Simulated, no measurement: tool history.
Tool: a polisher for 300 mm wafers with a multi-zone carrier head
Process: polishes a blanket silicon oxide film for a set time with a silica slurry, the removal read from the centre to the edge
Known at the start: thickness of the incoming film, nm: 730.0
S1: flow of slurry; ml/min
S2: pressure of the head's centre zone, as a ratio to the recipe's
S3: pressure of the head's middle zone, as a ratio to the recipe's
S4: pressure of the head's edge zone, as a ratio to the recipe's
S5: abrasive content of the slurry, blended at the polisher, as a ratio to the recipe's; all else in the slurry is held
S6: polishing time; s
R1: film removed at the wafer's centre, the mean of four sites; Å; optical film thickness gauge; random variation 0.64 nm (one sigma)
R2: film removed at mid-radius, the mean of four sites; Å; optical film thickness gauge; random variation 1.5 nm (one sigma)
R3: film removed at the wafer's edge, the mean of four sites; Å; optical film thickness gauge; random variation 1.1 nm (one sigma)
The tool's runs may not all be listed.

Run 1, day 0: S1 290 ml/min, S2 1, S3 1, S4 1, S5 1, S6 32 s. Result: R1 737.63 Å, R2 778.43 Å, R3 755.17 Å.
Run 2, day 0.071: S1 290 ml/min, S2 1.09, S3 1, S4 1, S5 1, S6 32 s. Result: R1 790.64 Å, R2 771.02 Å, R3 751.42 Å.
Run 3, day 0.362: S1 290 ml/min, S2 1.09, S3 1, S4 1, S5 0.9, S6 32 s. Result: R1 759.54 Å, R2 743.71 Å, R3 713.56 Å.
Run 4, day 0.712: S1 290 ml/min, S2 1.09, S3 1, S4 1, S5 0.9, S6 25 s. Result: R1 597.27 Å, R2 567.42 Å, R3 556.04 Å.
Run 5, day 0.796: S1 290 ml/min, S2 1.09, S3 1, S4 1.04, S5 0.9, S6 25 s. Result: R1 590.28 Å, R2 577.53 Å, R3 563.57 Å.
Run 6, day 0.854: S1 295 ml/min, S2 1.09, S3 1.03, S4 1.06, S5 1, S6 27 s. Result: R1 667.86 Å, R2 649.76 Å, R3 638.91 Å.
Run 7, day 1.204: S1 295 ml/min, S2 1.09, S3 1.03, S4 1.06, S5 1, S6 27 s. Result: R1 674.15 Å, R2 660.84 Å, R3 641.99 Å.
Run 8, day 1.496: S1 295 ml/min, S2 1.09, S3 1.03, S4 1.06, S5 1, S6 27 s. Result: R1 686.8 Å, R2 660.39 Å, R3 631.48 Å.
Run 9, day 1.683: S1 280 ml/min, S2 1.05, S3 1.04, S4 1.05, S5 1.1, S6 29 s. Result: R1 723.95 Å, R2 742.16 Å, R3 700.54 Å.
Run 10, day 1.967: S1 295 ml/min, S2 1.02, S3 1.06, S4 1.07, S5 1.2, S6 30 s. Result: R1 768.93 Å, R2 815.3 Å, R3 773.24 Å.
Run 11, day 2.317: S1 305 ml/min, S2 1.01, S3 1.08, S4 1.08, S5 1.25, S6 31 s. Result: R1 800.56 Å, R2 857.66 Å, R3 805.72 Å.

The next listed run, before its measurement:
Run 12, day 2.525: S1 300 ml/min, S2 0.99, S3 1.09, S4 1.08, S5 1.3, S6 32 s. Result: R1 ?, R2 ?, R3 ?.

R1: 813.36 Å
R2: 928.08 Å
R3: 857.53 Å
